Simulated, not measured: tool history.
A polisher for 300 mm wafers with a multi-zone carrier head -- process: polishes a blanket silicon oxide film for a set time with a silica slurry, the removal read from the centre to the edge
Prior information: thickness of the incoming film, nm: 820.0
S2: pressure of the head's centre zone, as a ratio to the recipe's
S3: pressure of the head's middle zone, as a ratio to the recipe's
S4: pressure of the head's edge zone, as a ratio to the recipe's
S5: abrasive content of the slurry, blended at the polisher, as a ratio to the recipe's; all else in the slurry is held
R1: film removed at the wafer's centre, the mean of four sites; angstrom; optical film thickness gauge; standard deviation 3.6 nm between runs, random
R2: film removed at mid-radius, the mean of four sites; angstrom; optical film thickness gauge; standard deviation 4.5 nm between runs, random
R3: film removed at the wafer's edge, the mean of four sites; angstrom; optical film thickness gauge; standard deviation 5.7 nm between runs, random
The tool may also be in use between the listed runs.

run 1 hour=0.0 | flow_of_slurry_(ml/min)=190 S2=1.00 S3=1.00 S4=1.00 S5=1.00 polishing_time_(s)=79 | R1=3273.9 R2=3112.6 R3=3146.3
run 2 hour=1.6 | flow_of_slurry_(ml/min)=195 S2=1.02 S3=1.02 S4=1.02 S5=1.05 polishing_time_(s)=80 | R1=3488.6 R2=3285.6 R3=3298.9
run 3 hour=6.7 | flow_of_slurry_(ml/min)=170 S2=1.02 S3=1.02 S4=1.02 S5=1.05 polishing_time_(s)=80 | R1=3451.8 R2=3202.2 R3=3212.1
run 4 hour=9.9 | flow_of_slurry_(ml/min)=170 S2=1.02 S3=0.93 S4=1.02 S5=1.05 polishing_time_(s)=80 | R1=3427.1 R2=2918.6 R3=3314.6
run 5 hour=11.4 | flow_of_slurry_(ml/min)=170 S2=1.02 S3=0.93 S4=1.02 S5=0.85 polishing_time_(s)=80 | R1=2988.3 R2=2582.2 R3=2882.4
run 6 hour=15.7 | flow_of_slurry_(ml/min)=130 S2=1.02 S3=0.93 S4=1.02 S5=0.85 polishing_time_(s)=80 | R1=2818.4 R2=2420.7 R3=2698.1
run 7 hour=20.4 | flow_of_slurry_(ml/min)=145 S2=1.03 S3=0.96 S4=1.03 S5=0.90 polishing_time_(s)=80 | R1=2993.5 R2=2670.3 R3=2879.9
run 8 hour=23.3 | flow_of_slurry_(ml/min)=160 S2=1.05 S3=0.98 S4=1.04 S5=0.95 polishing_time_(s)=80 | R1=3264.0 R2=2845.2 R3=3024.6
run 9 hour=23.8 | flow_of_slurry_(ml/min)=210 S2=1.07 S3=1.08 S4=1.14 S5=1.20 polishing_time_(s)=84 | R1=4191.3 R2=3925.8 R3=3928.0

The next listed run, before its measurement:
run 10 hour=25.0 | flow_of_slurry_(ml/min)=215 S2=1.08 S3=1.09 S4=1.14 S5=1.25 polishing_time_(s)=84 | R1=? R2=? R3=?

Run 10 came out at R1 4396.1 angstrom, R2 4020.7 angstrom, R3 4075.0 angstrom.

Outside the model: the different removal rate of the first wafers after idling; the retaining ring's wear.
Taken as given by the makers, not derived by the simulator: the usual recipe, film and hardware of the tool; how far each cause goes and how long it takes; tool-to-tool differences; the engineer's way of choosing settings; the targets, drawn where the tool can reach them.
